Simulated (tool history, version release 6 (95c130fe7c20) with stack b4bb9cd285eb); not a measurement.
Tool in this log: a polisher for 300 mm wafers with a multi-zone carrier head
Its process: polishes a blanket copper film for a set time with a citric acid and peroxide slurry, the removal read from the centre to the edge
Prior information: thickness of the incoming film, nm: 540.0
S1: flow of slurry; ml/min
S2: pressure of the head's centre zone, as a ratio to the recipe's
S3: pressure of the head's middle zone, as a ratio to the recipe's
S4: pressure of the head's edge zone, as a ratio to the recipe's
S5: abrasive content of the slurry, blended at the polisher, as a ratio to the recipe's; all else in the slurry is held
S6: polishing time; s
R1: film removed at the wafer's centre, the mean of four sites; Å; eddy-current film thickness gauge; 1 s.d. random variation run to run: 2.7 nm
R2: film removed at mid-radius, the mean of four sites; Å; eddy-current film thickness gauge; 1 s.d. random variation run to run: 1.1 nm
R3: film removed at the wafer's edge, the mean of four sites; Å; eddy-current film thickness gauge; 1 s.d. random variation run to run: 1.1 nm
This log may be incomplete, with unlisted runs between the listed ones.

run 1 day=0 | S1=180 S2=1 S3=1 S4=1 S5=1 S6=69 | R1=1506.6 R2=1532.2 R3=1551.4
run 2 day=0.221 | S1=180 S2=1 S3=1 S4=1 S5=1 S6=75 | R1=1662 R2=1663.1 R3=1688.8
run 3 day=0.325 | S1=180 S2=1 S3=1 S4=0.95 S5=1 S6=75 | R1=1699.2 R2=1675.5 R3=1649.2
run 4 day=0.55 | S1=200 S2=1 S3=1 S4=0.95 S5=1 S6=75 | R1=1674.4 R2=1703.5 R3=1665.3
run 5 day=0.921 | S1=200 S2=1 S3=1 S4=0.95 S5=1 S6=91 | R1=1988 R2=2038.7 R3=2000.8
run 6 day=1.262 | S1=200 S2=1 S3=1 S4=0.87 S5=1 S6=91 | R1=2120.6 R2=2043.9 R3=1943.5
run 7 day=1.583 | S1=185 S2=1 S3=0.94 S4=0.86 S5=0.9 S6=91 | R1=1984.9 R2=1887.4 R3=1855.9
run 8 day=1.946 | S1=165 S2=1.05 S3=0.9 S4=0.88 S5=0.85 S6=90 | R1=2002.8 R2=1789.1 R3=1847.8

Run 9 is up next; what results do you expect?
run 9 day=2.104 | S1=155 S2=1.09 S3=0.87 S4=0.89 S5=0.8 S6=89 | R1=? R2=? R3=?

R1: 2046.9 Å
R2: 1665.9 Å
R3: 1794.3 Å
